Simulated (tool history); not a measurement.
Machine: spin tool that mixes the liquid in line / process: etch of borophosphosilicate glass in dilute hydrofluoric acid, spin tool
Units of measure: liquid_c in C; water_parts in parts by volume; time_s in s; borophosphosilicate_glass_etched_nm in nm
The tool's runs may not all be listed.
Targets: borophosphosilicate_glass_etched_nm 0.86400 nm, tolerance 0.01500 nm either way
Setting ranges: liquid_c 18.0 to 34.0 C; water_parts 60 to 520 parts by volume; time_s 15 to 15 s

run	hour	liquid_c	water_parts	time_s	borophosphosilicate_glass_etched_nm
1	0.0	26.0	290	15	1.70420
2	2.4	24.0	290	15	1.58080
3	10.1	25.5	290	15	1.67150
4	16.8	25.5	215	15	2.39920
5	19.6	25.5	260	15	1.90600
6	28.3	25.5	260	15	1.91430
7	29.6	23.5	295	15	1.51830
8	34.8	23.5	295	15	1.51440
9	36.4	19.5	395	15	0.90304
10	41.8	19.0	395	15	0.88572

Below are 5 possible settings for the next run. Only one of them brings all results inside the allowed miss of their targets. Which is it?
A	47.2	18.5	415	15	?
B	47.2	19.5	420	15	?
C	47.2	19.0	415	15	?
D	47.2	23.5	445	15	?
E	47.2	18.5	405	15	?

move	borophosphosilicate_glass_etched_nm
A	0.80963
B	0.82426
C	0.82358
D	0.86754
E	0.83649
A: moves the result that the last run missed by most past its target, out the other side
B: moves the result that the last run missed by most past its target, out the other side
C: moves the result that the last run missed by most past its target, out the other side
D: every result lands within tolerance
E: moves the result that the last run missed by most past its target, out the other side
The right move is D.
